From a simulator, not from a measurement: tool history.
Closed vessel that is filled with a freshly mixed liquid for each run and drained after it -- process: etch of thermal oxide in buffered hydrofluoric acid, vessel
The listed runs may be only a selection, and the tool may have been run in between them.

run    day  temperature setpoint of the liquid (°C)  parts of 40 % ammonium fluoride to one part of 49 % hydrofluoric acid (parts by volume)  time in the liquid (s)  thickness taken off the thermal oxide on a monitor wafer (nm)
  1      0                                       23                                                                                      7.5                     105                                                         153.22
  2  0.112                                     20.5                                                                                      7.5                     105                                                         132.02
  3   0.25                                     18.5                                                                                      7.5                     105                                                         117.36
  4  0.383                                     21.5                                                                                      7.5                     105                                                         139.38
  5  0.562                                     18.5                                                                                      7.5                     105                                                         117.69
  6  0.671                                       22                                                                                      7.5                     105                                                         143.38
      0.95  -- thermometer replaced
  7   0.95                                       24                                                                                      7.5                     105                                                          176.5

Run 8, settings as shown, results not yet in. Your forecast:
  8  1.154                                     24.5                                                                                      7.5                     105                                                              ?

thickness taken off the thermal oxide on a monitor wafer (nm): 180.33
